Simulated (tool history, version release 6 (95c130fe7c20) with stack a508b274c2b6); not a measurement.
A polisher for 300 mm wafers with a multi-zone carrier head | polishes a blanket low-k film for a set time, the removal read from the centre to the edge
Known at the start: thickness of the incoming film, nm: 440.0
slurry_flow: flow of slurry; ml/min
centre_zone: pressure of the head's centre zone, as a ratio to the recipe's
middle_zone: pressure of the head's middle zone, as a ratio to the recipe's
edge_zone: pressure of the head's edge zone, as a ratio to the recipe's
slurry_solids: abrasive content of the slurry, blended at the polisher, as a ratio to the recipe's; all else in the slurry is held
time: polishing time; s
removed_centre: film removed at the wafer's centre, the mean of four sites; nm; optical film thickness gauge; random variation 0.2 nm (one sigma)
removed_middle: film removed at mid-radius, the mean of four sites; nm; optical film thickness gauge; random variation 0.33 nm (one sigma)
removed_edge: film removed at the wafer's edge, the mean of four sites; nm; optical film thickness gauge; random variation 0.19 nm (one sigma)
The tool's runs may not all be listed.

Run 1, hour 0.0: slurry_flow 135 ml/min, centre_zone 1.00, middle_zone 1.00, edge_zone 1.00, slurry_solids 1.00, time 81 s. Result: removed_centre 20.695 nm, removed_middle 22.363 nm, removed_edge 21.760 nm.
Run 2, hour 0.7: slurry_flow 135 ml/min, centre_zone 1.06, middle_zone 1.00, edge_zone 1.00, slurry_solids 1.00, time 81 s. Result: removed_centre 21.830 nm, removed_middle 22.084 nm, removed_edge 21.489 nm.
Run 3, hour 5.7: slurry_flow 135 ml/min, centre_zone 1.12, middle_zone 1.00, edge_zone 1.00, slurry_solids 1.00, time 81 s. Result: removed_centre 22.764 nm, removed_middle 22.324 nm, removed_edge 21.522 nm.
Run 4, hour 10.1: slurry_flow 155 ml/min, centre_zone 1.12, middle_zone 1.00, edge_zone 1.00, slurry_solids 1.00, time 81 s. Result: removed_centre 24.155 nm, removed_middle 22.655 nm, removed_edge 21.782 nm.
Run 5, hour 14.0: slurry_flow 155 ml/min, centre_zone 1.10, middle_zone 1.02, edge_zone 1.03, slurry_solids 1.05, time 81 s. Result: removed_centre 23.638 nm, removed_middle 23.130 nm, removed_edge 22.744 nm.
Run 6, hour 21.8: slurry_flow 155 ml/min, centre_zone 1.10, middle_zone 1.02, edge_zone 1.03, slurry_solids 0.95, time 81 s. Result: removed_centre 22.720 nm, removed_middle 22.224 nm, removed_edge 21.911 nm.

Forecast run 7:
Run 7, hour 22.7: slurry_flow 160 ml/min, centre_zone 1.09, middle_zone 1.05, edge_zone 1.05, slurry_solids 1.00, time 81 s. Result: removed_centre ?, removed_middle ?, removed_edge ?.

{"run 7": {"removed_centre": 23.114, "removed_middle": 23.527, "removed_edge": 22.324}}
